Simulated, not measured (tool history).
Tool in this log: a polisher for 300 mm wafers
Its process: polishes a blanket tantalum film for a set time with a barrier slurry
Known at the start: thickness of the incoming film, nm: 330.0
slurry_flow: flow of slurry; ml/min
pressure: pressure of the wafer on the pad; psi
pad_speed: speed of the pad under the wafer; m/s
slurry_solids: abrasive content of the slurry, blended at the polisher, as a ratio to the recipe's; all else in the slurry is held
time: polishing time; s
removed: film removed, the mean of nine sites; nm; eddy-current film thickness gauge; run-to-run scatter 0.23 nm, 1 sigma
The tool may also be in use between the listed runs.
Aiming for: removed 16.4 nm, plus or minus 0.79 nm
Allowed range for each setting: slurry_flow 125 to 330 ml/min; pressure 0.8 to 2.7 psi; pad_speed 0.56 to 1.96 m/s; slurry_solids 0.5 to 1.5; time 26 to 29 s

run 1 hour=0 | slurry_flow=210 pressure=1.7 pad_speed=1.26 slurry_solids=1 time=29 | removed=50.886
run 2 hour=7.7 | slurry_flow=210 pressure=1.7 pad_speed=1.26 slurry_solids=1.2 time=29 | removed=51.938
run 3 hour=13.7 | slurry_flow=165 pressure=1.7 pad_speed=1.26 slurry_solids=1.2 time=29 | removed=50.303
run 4 hour=17.3 | slurry_flow=165 pressure=1.6 pad_speed=1.16 slurry_solids=1.2 time=29 | removed=42.898
run 5 hour=19.7 | slurry_flow=165 pressure=1.6 pad_speed=1.16 slurry_solids=1.2 time=29 | removed=42.9
run 6 hour=24.3 | slurry_flow=165 pressure=1.6 pad_speed=1.16 slurry_solids=1.4 time=29 | removed=45.582
run 7 hour=31.7 | slurry_flow=165 pressure=1.5 pad_speed=1.08 slurry_solids=1.4 time=29 | removed=39.276
run 8 hour=38.5 | slurry_flow=165 pressure=1 pad_speed=0.72 slurry_solids=1.35 time=28 | removed=17.985

Which of these 5 next moves meets every target?
run A hour=45.3 | slurry_flow=205 pressure=1 pad_speed=0.82 slurry_solids=1.45 time=29 | removed=?
run B hour=45.3 | slurry_flow=140 pressure=0.9 pad_speed=0.74 slurry_solids=1.45 time=29 | removed=?
run C hour=45.3 | slurry_flow=180 pressure=1.4 pad_speed=0.62 slurry_solids=1.3 time=29 | removed=?
run D hour=45.3 | slurry_flow=155 pressure=1.1 pad_speed=0.82 slurry_solids=1.3 time=28 | removed=?
run E hour=45.3 | slurry_flow=150 pressure=1 pad_speed=0.82 slurry_solids=1.5 time=29 | removed=?

move=A removed=21.504
move=B removed=16.492
move=C removed=21.798
move=D removed=21.192
move=E removed=20.534
A: lands further from the targets than the last run did
B: in spec on every target
C: lands further from the targets than the last run did
D: lands further from the targets than the last run did
E: lands further from the targets than the last run did
Move B is the one to make.
